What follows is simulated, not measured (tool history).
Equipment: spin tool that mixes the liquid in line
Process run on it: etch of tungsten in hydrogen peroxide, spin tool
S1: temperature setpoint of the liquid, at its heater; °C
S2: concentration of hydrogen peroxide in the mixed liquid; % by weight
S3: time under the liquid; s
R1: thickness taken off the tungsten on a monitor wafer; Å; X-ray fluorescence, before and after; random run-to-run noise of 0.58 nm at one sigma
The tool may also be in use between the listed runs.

| run | hour | S1 | S2 | S3 | R1 |
|---|---|---|---|---|---|
| 1 | 0.0 | 47 | 15.0 | 130 | 1055.9 |
| 2 | 2.7 | 47 | 15.0 | 130 | 1051.6 |
| 3 | 8.8 | 48 | 15.0 | 130 | 1125.9 |
| 4 | 15.1 | 48 | 13.5 | 130 | 1077.7 |
| 5 | 21.3 | 49 | 13.5 | 130 | 1138.3 |
| 6 | 30.0 | 49 | 12.0 | 130 | 1075.4 |

Expected results for the next run?
| 7 | 33.1 | 50 | 12.0 | 130 | ? |

Run 7 produced R1 1138.1 Å.

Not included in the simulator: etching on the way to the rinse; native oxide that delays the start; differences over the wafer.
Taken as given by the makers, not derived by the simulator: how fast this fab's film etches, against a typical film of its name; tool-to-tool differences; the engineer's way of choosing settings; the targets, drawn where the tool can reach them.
